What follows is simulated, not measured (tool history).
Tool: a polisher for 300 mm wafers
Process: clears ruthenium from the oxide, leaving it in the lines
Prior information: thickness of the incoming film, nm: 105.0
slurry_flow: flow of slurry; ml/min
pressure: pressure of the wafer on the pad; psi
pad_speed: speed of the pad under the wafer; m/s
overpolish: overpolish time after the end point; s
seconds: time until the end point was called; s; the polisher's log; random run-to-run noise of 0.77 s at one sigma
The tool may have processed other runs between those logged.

{"run": 1, "hour": 0.0, "slurry_flow": 190, "pressure": 2.5, "pad_speed": 0.9, "overpolish": 21, "seconds": 85.163}
{"run": 2, "hour": 2.1, "slurry_flow": 190, "pressure": 2.5, "pad_speed": 1.04, "overpolish": 21, "seconds": 75.03}
{"run": 3, "hour": 7.1, "slurry_flow": 190, "pressure": 2.5, "pad_speed": 1.14, "overpolish": 21, "seconds": 69.708}
{"run": 4, "hour": 12.6, "slurry_flow": 190, "pressure": 2.5, "pad_speed": 1.14, "overpolish": 22, "seconds": 67.702}
{"run": 5, "hour": 21.1, "slurry_flow": 190, "pressure": 2.0, "pad_speed": 1.14, "overpolish": 22, "seconds": 86.165}
{"run": 6, "hour": 25.7, "slurry_flow": 190, "pressure": 2.0, "pad_speed": 1.22, "overpolish": 22, "seconds": 79.808}

For run 7, what comes out?
{"run": 7, "hour": 33.4, "slurry_flow": 190, "pressure": 2.2, "pad_speed": 1.22, "overpolish": 22, "seconds": "?"}

Run 7 measured seconds 71.558 s.

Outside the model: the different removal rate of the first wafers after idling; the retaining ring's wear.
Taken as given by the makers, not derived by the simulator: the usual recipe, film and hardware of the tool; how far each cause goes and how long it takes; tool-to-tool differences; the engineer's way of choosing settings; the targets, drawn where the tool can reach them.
